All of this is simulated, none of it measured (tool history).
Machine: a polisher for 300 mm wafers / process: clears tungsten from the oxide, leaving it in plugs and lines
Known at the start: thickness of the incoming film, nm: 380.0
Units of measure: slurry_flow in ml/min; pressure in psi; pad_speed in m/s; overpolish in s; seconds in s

run	hour	slurry_flow	pressure	pad_speed	slurry_solids	overpolish	seconds
1	0	250	4.3	0.98	1	7	80.843
2	2.7	250	4.3	0.98	1	6	80.816
3	5.1	250	3.5	0.98	1	6	100.12
4	11.3	250	2.7	0.98	1	6	125.52
5	14.6	285	2.7	0.98	1	6	126.38
6	15.7	285	3.6	1	1	6	90.938
7	23	305	4	1	1	6	82.12
8	29.9	305	4	1	1	6	85.471

Run 9 comes next. What will it give?
9	35.2	305	4.5	1	1	6	?

Logged for run 9: seconds 74.415 s.

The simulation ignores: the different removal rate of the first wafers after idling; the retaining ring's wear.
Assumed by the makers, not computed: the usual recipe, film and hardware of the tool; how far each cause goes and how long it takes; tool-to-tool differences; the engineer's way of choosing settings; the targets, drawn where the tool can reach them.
